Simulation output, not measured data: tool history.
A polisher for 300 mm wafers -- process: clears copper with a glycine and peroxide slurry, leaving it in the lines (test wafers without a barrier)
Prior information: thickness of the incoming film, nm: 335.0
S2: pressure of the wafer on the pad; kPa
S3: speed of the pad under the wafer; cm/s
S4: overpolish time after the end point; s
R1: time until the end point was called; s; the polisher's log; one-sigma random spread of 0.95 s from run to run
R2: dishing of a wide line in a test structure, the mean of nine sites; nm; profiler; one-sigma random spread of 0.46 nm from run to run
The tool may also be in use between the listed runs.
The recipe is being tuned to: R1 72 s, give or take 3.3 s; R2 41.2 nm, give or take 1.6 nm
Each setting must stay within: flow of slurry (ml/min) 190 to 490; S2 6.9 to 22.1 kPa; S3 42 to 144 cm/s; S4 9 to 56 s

run 1 hour=0 | flow_of_slurry_(ml/min)=315 S2=14.5 S3=92 S4=29 | R1=80.419 R2=47.872
run 2 hour=1.7 | flow_of_slurry_(ml/min)=315 S2=14.5 S3=94 S4=26 | R1=80.359 R2=44.944
run 3 hour=7 | flow_of_slurry_(ml/min)=365 S2=14.5 S3=94 S4=26 | R1=78.899 R2=45.955
run 4 hour=9.2 | flow_of_slurry_(ml/min)=440 S2=14.5 S3=94 S4=26 | R1=76.372 R2=46.328
run 5 hour=15 | flow_of_slurry_(ml/min)=440 S2=14.5 S3=94 S4=24 | R1=77.343 R2=44.478
run 6 hour=16.7 | flow_of_slurry_(ml/min)=440 S2=12.4 S3=94 S4=24 | R1=86.172 R2=40.565
run 7 hour=21.2 | flow_of_slurry_(ml/min)=440 S2=13.1 S3=96 S4=23 | R1=80.104 R2=41.133
run 8 hour=27.1 | flow_of_slurry_(ml/min)=440 S2=13.1 S3=96 S4=22 | R1=80.784 R2=40.042
run 9 hour=33.9 | flow_of_slurry_(ml/min)=440 S2=13.8 S3=96 S4=21 | R1=78.217 R2=39.526
run 10 hour=38 | flow_of_slurry_(ml/min)=440 S2=14.5 S3=96 S4=21 | R1=75.977 R2=40.771

Exercise: of the 4 proposed moves below, exactly one satisfies all targets within the stated allowed misses. Which move is it?
run A hour=42.1 | flow_of_slurry_(ml/min)=490 S2=11.7 S3=106 S4=24 | R1=? R2=?
run B hour=42.1 | flow_of_slurry_(ml/min)=345 S2=15.9 S3=96 S4=20 | R1=? R2=?
run C hour=42.1 | flow_of_slurry_(ml/min)=285 S2=13.1 S3=100 S4=23 | R1=? R2=?
run D hour=42.1 | flow_of_slurry_(ml/min)=490 S2=15.2 S3=84 S4=23 | R1=? R2=?

move=A R1=80.397 R2=41.718
move=B R1=71.867 R2=40.971
move=C R1=81.324 R2=40.788
move=D R1=79.858 R2=42.065
A: lands further from the targets than the last run did
B: all results in spec
C: lands further from the targets than the last run did
D: lands further from the targets than the last run did
B is the move that brings every result within its allowed miss.
